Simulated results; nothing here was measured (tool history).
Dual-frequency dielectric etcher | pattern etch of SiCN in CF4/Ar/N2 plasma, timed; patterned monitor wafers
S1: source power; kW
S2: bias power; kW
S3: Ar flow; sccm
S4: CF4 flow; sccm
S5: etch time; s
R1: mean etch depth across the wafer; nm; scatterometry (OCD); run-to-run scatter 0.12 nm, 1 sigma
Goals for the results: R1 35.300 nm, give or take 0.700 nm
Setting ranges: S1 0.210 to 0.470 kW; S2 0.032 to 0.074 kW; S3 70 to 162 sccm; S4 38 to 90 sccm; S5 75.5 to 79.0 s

Run 1, day 0.000: S1 0.340 kW, S2 0.053 kW, S3 116 sccm, S4 64 sccm, S5 75.5 s. Result: R1 45.621 nm.
Run 2, day 0.233: S1 0.330 kW, S2 0.053 kW, S3 116 sccm, S4 64 sccm, S5 75.5 s. Result: R1 44.137 nm.
Run 3, day 0.529: S1 0.370 kW, S2 0.053 kW, S3 116 sccm, S4 64 sccm, S5 75.5 s. Result: R1 49.510 nm.
Run 4, day 0.650: S1 0.370 kW, S2 0.053 kW, S3 102 sccm, S4 64 sccm, S5 75.5 s. Result: R1 50.846 nm.
Run 5, day 0.883: S1 0.360 kW, S2 0.053 kW, S3 102 sccm, S4 64 sccm, S5 75.5 s. Result: R1 49.669 nm.
Run 6, day 1.208: S1 0.360 kW, S2 0.046 kW, S3 102 sccm, S4 64 sccm, S5 75.5 s. Result: R1 48.137 nm.
Run 7, day 1.317: S1 0.350 kW, S2 0.046 kW, S3 102 sccm, S4 64 sccm, S5 75.5 s. Result: R1 46.554 nm.
Run 8, day 1.658: S1 0.340 kW, S2 0.046 kW, S3 102 sccm, S4 64 sccm, S5 75.5 s. Result: R1 44.908 nm.
Run 9, day 1.950: S1 0.330 kW, S2 0.046 kW, S3 102 sccm, S4 64 sccm, S5 75.5 s. Result: R1 43.905 nm.
Run 10, day 2.217: S1 0.320 kW, S2 0.046 kW, S3 102 sccm, S4 64 sccm, S5 75.5 s. Result: R1 42.534 nm.
Run 11, day 2.358: S1 0.310 kW, S2 0.046 kW, S3 102 sccm, S4 64 sccm, S5 75.5 s. Result: R1 40.922 nm.
Run 12, day 2.400: S1 0.300 kW, S2 0.046 kW, S3 102 sccm, S4 64 sccm, S5 75.5 s. Result: R1 39.686 nm.
Run 13, day 2.592: S1 0.280 kW, S2 0.046 kW, S3 102 sccm, S4 64 sccm, S5 75.5 s. Result: R1 36.610 nm.

Which single option among these 5 for the next run brings every result within its allowed miss of target? Just one does.
Run A, day 2.783: S1 0.280 kW, S2 0.041 kW, S3 86 sccm, S4 65 sccm, S5 75.5 s. Result: R1 ?.
Run B, day 2.783: S1 0.290 kW, S2 0.039 kW, S3 106 sccm, S4 88 sccm, S5 75.5 s. Result: R1 ?.
Run C, day 2.783: S1 0.270 kW, S2 0.042 kW, S3 108 sccm, S4 60 sccm, S5 75.5 s. Result: R1 ?.
Run D, day 2.783: S1 0.220 kW, S2 0.066 kW, S3 71 sccm, S4 82 sccm, S5 75.5 s. Result: R1 ?.
Run E, day 2.783: S1 0.270 kW, S2 0.047 kW, S3 102 sccm, S4 64 sccm, S5 75.5 s. Result: R1 ?.

move      R1
   A  36.987
   B  38.244
   C  33.857
   D  32.949
   E  35.371
A: moves away from the targets compared with the last run
B: moves away from the targets compared with the last run
C: carries the result that was furthest off beyond its target, to the other side
D: carries the result that was furthest off beyond its target, to the other side
E: each result inside its tolerance
The right move is E.

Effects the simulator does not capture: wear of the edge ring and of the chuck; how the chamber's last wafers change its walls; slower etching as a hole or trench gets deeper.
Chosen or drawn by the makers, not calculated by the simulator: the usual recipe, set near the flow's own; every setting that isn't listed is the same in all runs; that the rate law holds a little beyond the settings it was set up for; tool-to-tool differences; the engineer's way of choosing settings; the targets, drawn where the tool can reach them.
